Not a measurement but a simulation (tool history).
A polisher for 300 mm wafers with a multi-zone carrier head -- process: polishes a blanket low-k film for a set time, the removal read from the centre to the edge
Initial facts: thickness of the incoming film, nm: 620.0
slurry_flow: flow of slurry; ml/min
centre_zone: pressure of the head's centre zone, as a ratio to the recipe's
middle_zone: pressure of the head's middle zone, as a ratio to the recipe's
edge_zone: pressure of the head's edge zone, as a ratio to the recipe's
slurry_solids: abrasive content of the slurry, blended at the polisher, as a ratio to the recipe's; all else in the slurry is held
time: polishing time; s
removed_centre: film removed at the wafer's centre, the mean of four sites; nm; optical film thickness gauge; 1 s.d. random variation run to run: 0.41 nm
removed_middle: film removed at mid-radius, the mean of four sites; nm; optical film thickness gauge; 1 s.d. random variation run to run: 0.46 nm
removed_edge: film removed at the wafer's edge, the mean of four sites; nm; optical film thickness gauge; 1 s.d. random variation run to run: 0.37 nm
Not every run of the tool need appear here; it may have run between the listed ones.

run	hour	slurry_flow	centre_zone	middle_zone	edge_zone	slurry_solids	time	removed_centre	removed_middle	removed_edge
1	0	275	1	1	1	1	48	23.788	24.055	23.308
2	7.6	275	1	1	1	1	38	18.819	19.268	18.486
3	8.3	275	1	1	1.05	1	38	18.961	19.329	18.99
4	10.2	275	1	1	1.02	1	38	18.664	19.363	18.868
5	12	280	0.98	1.03	1.05	1.1	43	22.457	23.798	22.74
6	19.4	285	0.96	1.05	1.08	1.2	46	24.041	26.434	25.251

Forecast run 7:
7	20.2	285	0.95	1.07	1.1	1.25	49	?	?	?

For run 7 the tool returned removed_centre 25.748 nm, removed_middle 29.596 nm, removed_edge 28.588 nm.
